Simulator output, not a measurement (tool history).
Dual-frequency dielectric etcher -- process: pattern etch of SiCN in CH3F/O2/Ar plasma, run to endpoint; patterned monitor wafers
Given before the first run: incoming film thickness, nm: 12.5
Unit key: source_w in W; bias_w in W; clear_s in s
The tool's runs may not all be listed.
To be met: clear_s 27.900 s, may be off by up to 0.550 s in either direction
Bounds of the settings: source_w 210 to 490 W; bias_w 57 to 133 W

run,day,source_w,bias_w,clear_s
1,0.000,350,95,33.815
2,0.338,350,86,35.374
3,0.450,380,91,33.709
4,0.475,330,91,34.940
5,0.667,360,98,33.447
6,0.983,330,98,34.163
7,1.029,360,104,32.454
8,1.258,390,108,31.094

Which single option among these 5 for the next run brings every result within its allowed miss of target? Just one does.
A,1.488,350,128,?
B,1.488,450,130,?
C,1.488,470,133,?
D,1.488,490,113,?
E,1.488,410,115,?

move,clear_s
A,29.368
B,26.943
C,26.293
D,27.950
E,29.366
A: moves toward the targets from the last run without getting all of them in spec
B: carries the result that was furthest off beyond its target, to the other side
C: carries the result that was furthest off beyond its target, to the other side
D: hits every target within its allowed miss
E: moves toward the targets from the last run without getting all of them in spec
Answer: D
